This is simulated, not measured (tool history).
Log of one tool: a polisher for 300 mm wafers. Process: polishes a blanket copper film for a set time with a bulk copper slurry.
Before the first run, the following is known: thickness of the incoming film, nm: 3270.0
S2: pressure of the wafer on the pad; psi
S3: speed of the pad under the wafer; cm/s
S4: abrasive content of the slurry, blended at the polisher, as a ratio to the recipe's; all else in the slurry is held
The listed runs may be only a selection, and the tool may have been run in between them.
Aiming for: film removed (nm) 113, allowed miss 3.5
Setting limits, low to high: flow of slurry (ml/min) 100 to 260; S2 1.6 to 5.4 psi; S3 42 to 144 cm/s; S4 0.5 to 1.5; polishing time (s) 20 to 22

{"run": 1, "hour": 0.0, "flow of slurry (ml/min)": 165, "S2": 3.5, "S3": 92, "S4": 1, "polishing time (s)": 22, "film removed (nm)": 184.7}
{"run": 2, "hour": 8.7, "flow of slurry (ml/min)": 160, "S2": 3.3, "S3": 92, "S4": 1, "polishing time (s)": 22, "film removed (nm)": 174.16}
{"run": 3, "hour": 14.8, "flow of slurry (ml/min)": 135, "S2": 3.3, "S3": 92, "S4": 1, "polishing time (s)": 22, "film removed (nm)": 171.35}
{"run": 4, "hour": 17.0, "flow of slurry (ml/min)": 135, "S2": 3.1, "S3": 92, "S4": 1, "polishing time (s)": 22, "film removed (nm)": 160.71}
{"run": 5, "hour": 18.9, "flow of slurry (ml/min)": 135, "S2": 3.1, "S3": 92, "S4": 0.9, "polishing time (s)": 22, "film removed (nm)": 158.99}
{"hour": 20.1, "done": "slurry blender recalibrated"}
{"run": 6, "hour": 20.1, "flow of slurry (ml/min)": 135, "S2": 2.9, "S3": 92, "S4": 0.9, "polishing time (s)": 22, "film removed (nm)": 161.26}
{"run": 7, "hour": 23.7, "flow of slurry (ml/min)": 130, "S2": 2.7, "S3": 90, "S4": 0.9, "polishing time (s)": 22, "film removed (nm)": 142.04}
{"run": 8, "hour": 30.8, "flow of slurry (ml/min)": 130, "S2": 2.6, "S3": 90, "S4": 0.9, "polishing time (s)": 22, "film removed (nm)": 138.42}
{"run": 9, "hour": 35.0, "flow of slurry (ml/min)": 120, "S2": 1.8, "S3": 90, "S4": 0.9, "polishing time (s)": 22, "film removed (nm)": 101.36}

Exactly one of the 4 candidate moves below puts every result within its allowed miss. Which one?
{"run": "A", "hour": 39.2, "flow of slurry (ml/min)": 100, "S2": 2.1, "S3": 98, "S4": 0.95, "polishing time (s)": 20, "film removed (nm)": "?"}
{"run": "B", "hour": 39.2, "flow of slurry (ml/min)": 100, "S2": 1.6, "S3": 108, "S4": 0.85, "polishing time (s)": 22, "film removed (nm)": "?"}
{"run": "C", "hour": 39.2, "flow of slurry (ml/min)": 115, "S2": 2.5, "S3": 76, "S4": 0.95, "polishing time (s)": 20, "film removed (nm)": "?"}
{"run": "D", "hour": 39.2, "flow of slurry (ml/min)": 115, "S2": 1.6, "S3": 100, "S4": 0.95, "polishing time (s)": 20, "film removed (nm)": "?"}

move=A film_removed_(nm)=111.7
move=B film_removed_(nm)=104.73
move=C film_removed_(nm)=103.79
move=D film_removed_(nm)=91.504
A: in spec on every target
B: nearer the targets than the last run, but a result is still out of spec
C: nearer the targets than the last run, but a result is still out of spec
D: its largest miss is bigger than the last run's
Move A is the one to make.

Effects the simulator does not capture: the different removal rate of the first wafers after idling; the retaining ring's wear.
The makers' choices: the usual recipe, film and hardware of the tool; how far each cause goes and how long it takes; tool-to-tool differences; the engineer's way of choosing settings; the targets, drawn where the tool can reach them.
